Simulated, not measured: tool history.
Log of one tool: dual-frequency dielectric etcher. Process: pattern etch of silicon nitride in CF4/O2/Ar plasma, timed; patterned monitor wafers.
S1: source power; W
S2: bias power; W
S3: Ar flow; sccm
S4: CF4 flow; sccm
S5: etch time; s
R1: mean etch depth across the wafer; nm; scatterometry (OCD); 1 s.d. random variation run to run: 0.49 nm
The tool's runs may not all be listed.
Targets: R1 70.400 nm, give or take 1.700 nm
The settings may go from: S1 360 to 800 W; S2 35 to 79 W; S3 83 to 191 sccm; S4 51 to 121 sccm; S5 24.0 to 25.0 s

run	day	S1	S2	S3	S4	S5	R1
1	0.000	580	57	137	86	24.0	55.360
2	0.325	620	57	137	86	24.0	59.895
3	0.362	620	50	137	86	24.0	56.657
4	0.671	650	50	137	86	24.0	58.650
5	0.742	650	50	137	86	24.0	58.888
6	0.875	650	54	137	86	24.0	60.879
7	1.138	670	54	137	86	24.0	63.232
8	1.271	690	54	137	86	24.0	64.380
9	1.450	710	54	137	86	24.0	66.715
10	1.521	720	54	137	86	24.0	67.185
11	1.700	730	54	137	86	24.0	68.258

Next run, 5 choices. One meets every target within its allowed miss, the rest don't. Which?
A	1.879	750	52	162	62	25.0	?
B	1.879	800	52	138	85	24.5	?
C	1.879	740	55	149	87	24.5	?
D	1.879	660	55	113	91	24.0	?
E	1.879	750	46	145	88	25.0	?

move	R1
A	66.854
B	74.860
C	70.207
D	64.985
E	67.263
A: misses by more than the last run did
B: pushes the last run's worst result past its target
C: each result inside its tolerance
D: misses by more than the last run did
E: misses by more than the last run did
Go with C: it meets all targets.
